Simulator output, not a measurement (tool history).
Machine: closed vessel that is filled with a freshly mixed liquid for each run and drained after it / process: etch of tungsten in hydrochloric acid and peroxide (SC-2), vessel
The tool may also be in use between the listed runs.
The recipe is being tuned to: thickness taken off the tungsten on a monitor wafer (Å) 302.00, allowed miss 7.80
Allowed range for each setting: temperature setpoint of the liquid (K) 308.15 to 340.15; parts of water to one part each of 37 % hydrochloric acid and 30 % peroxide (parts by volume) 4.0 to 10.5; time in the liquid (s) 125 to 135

run,hour,temperature setpoint of the liquid (K),parts of water to one part each of 37 % hydrochloric acid and 30 % peroxide (parts by volume),time in the liquid (s),thickness taken off the tungsten on a monitor wafer (Å)
1,0.0,324.15,5.5,125,652.09
2,1.4,319.15,5.5,125,466.71
3,3.6,318.15,5.5,125,436.80
4,5.9,318.15,4.0,125,550.85
5,7.7,318.15,4.0,125,543.27
# hour 9.3: chemicals flow meter replaced
6,9.3,316.65,4.0,125,516.01
7,12.7,315.15,4.0,125,463.63
8,19.1,314.15,4.0,125,433.15
9,25.1,313.15,4.0,125,407.93
10,31.7,312.15,4.0,125,374.94
11,36.8,311.65,4.0,125,360.23
12,44.6,311.15,4.0,125,351.03

Exactly one of the 4 candidate moves below puts every result within its allowed miss. Which one?
A,52.4,309.15,4.0,125,?
B,52.4,314.15,6.0,125,?
C,52.4,310.15,5.0,125,?
D,52.4,309.65,4.0,130,?

move,thickness taken off the tungsten on a monitor wafer (Å)
A,303.59
B,325.85
C,279.82
D,327.43
A: every result within its allowed miss
B: nearer than the last run, and not there yet
C: takes the result that was furthest off past its target
D: nearer than the last run, and not there yet
A is the move that brings every result within its allowed miss.
